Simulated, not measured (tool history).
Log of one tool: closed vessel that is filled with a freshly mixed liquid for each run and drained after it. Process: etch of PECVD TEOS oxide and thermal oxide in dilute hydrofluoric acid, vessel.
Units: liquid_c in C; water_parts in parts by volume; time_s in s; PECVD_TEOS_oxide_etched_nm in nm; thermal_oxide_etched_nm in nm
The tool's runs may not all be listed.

{"run": 1, "hour": 0.0, "liquid_c": 26, "water_parts": 130, "time_s": 60, "PECVD_TEOS_oxide_etched_nm": 14.443, "thermal_oxide_etched_nm": 2.5342}
{"run": 2, "hour": 4.8, "liquid_c": 26, "water_parts": 130, "time_s": 50, "PECVD_TEOS_oxide_etched_nm": 11.923, "thermal_oxide_etched_nm": 2.0199}
{"run": 3, "hour": 11.2, "liquid_c": 26, "water_parts": 110, "time_s": 50, "PECVD_TEOS_oxide_etched_nm": 14.139, "thermal_oxide_etched_nm": 2.5303}
{"run": 4, "hour": 16.6, "liquid_c": 24, "water_parts": 120, "time_s": 50, "PECVD_TEOS_oxide_etched_nm": 11.958, "thermal_oxide_etched_nm": 2.2108}
{"run": 5, "hour": 21.2, "liquid_c": 24, "water_parts": 120, "time_s": 65, "PECVD_TEOS_oxide_etched_nm": 15.803, "thermal_oxide_etched_nm": 2.8065}
{"run": 6, "hour": 27.8, "liquid_c": 27, "water_parts": 120, "time_s": 65, "PECVD_TEOS_oxide_etched_nm": 17.551, "thermal_oxide_etched_nm": 3.0881}

The next listed run, before its measurement:
{"run": 7, "hour": 35.4, "liquid_c": 25, "water_parts": 135, "time_s": 65, "PECVD_TEOS_oxide_etched_nm": "?", "thermal_oxide_etched_nm": "?"}

Run 7 gave PECVD_TEOS_oxide_etched_nm 14.274 nm, thermal_oxide_etched_nm 2.4971 nm.
